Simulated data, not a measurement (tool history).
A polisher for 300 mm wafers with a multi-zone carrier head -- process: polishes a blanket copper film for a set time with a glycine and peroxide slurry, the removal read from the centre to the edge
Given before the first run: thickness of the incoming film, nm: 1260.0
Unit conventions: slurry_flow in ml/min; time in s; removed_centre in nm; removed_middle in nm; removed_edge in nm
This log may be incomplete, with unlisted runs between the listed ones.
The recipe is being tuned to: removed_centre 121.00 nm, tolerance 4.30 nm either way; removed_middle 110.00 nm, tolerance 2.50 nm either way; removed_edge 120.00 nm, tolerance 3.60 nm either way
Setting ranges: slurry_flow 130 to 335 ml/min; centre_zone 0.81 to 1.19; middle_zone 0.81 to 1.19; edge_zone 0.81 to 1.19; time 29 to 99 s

run,hour,slurry_flow,centre_zone,middle_zone,edge_zone,time,removed_centre,removed_middle,removed_edge
1,0.0,215,1.00,1.00,1.00,64,227.52,224.66,226.06
2,4.4,205,0.99,0.97,0.97,57,198.88,197.71,195.74
3,6.4,205,0.99,0.97,0.97,49,167.55,168.13,169.89
4,9.9,180,0.99,0.97,0.97,49,168.45,166.12,168.44
5,18.6,175,0.99,0.94,0.96,46,154.41,149.87,155.60
6,20.2,170,0.99,0.91,0.94,44,149.58,138.95,147.16
7,28.7,165,0.97,0.89,0.92,43,140.93,133.23,144.11
8,36.0,160,0.97,0.88,0.90,42,136.93,128.15,139.58
9,42.9,160,0.97,0.87,0.88,41,131.25,122.74,134.93
10,46.5,155,0.98,0.87,0.87,40,130.34,119.71,130.53
11,48.6,140,0.96,0.83,0.81,36,110.70,100.80,112.85
12,56.8,155,0.96,0.83,0.81,36,115.99,104.58,114.36

Which single option among these 5 for the next run brings every result within its allowed miss of target? Just one does.
A,65.0,155,0.87,0.83,0.83,38,?,?,?
B,65.0,190,0.98,0.89,0.89,33,?,?,?
C,65.0,190,1.03,1.00,0.81,34,?,?,?
D,65.0,270,0.98,0.89,0.81,35,?,?,?
E,65.0,215,0.94,0.82,0.81,36,?,?,?

move,removed_centre,removed_middle,removed_edge
A,109.06,109.31,122.04
B,111.71,104.54,111.11
C,121.11,118.71,111.42
D,125.22,116.51,119.23
E,119.41,108.78,120.01
A: gets the furthest-off result to its target, but another result is out of tolerance
B: lands further from the targets than the last run did
C: pushes the last run's worst result past its target
D: pushes the last run's worst result past its target
E: in spec on every target
E is the move that brings every result within its allowed miss.

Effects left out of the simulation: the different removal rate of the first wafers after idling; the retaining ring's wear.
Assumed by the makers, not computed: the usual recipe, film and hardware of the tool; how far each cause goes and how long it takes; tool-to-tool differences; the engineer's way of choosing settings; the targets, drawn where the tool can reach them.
